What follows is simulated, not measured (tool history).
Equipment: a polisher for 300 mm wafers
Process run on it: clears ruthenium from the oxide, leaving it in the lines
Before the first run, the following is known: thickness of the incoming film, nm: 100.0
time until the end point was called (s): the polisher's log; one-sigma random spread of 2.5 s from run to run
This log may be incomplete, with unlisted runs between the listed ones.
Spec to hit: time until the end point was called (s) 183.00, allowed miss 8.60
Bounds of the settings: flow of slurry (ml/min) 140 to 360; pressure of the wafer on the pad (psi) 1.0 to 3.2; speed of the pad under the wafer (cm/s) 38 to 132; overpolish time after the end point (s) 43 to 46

run	day	flow of slurry (ml/min)	pressure of the wafer on the pad (psi)	speed of the pad under the wafer (cm/s)	overpolish time after the end point (s)	time until the end point was called (s)
1	0.000	230	2.1	84	43	114.48
2	0.183	230	1.8	84	43	121.03
3	0.542	230	2.1	84	43	114.22
4	0.662	230	1.8	78	43	129.87
5	0.925	205	1.8	78	43	129.59
6	1.225	205	1.8	88	43	120.76
7	1.542	200	1.6	82	43	132.42
8	1.746	200	1.4	76	43	154.01

Next run, 4 choices. One meets every target within its allowed miss, the rest don't. Which?
A	1.950	200	1.0	60	43	?
B	1.950	190	1.1	60	43	?
C	1.950	155	1.0	68	46	?
D	1.950	255	1.2	60	43	?

move	time until the end point was called (s)
A	206.08
B	199.32
C	199.06
D	184.54
A: moves the result that the last run missed by most past its target, out the other side
B: moves the result that the last run missed by most past its target, out the other side
C: moves the result that the last run missed by most past its target, out the other side
D: hits every target within its allowed miss
Answer: D
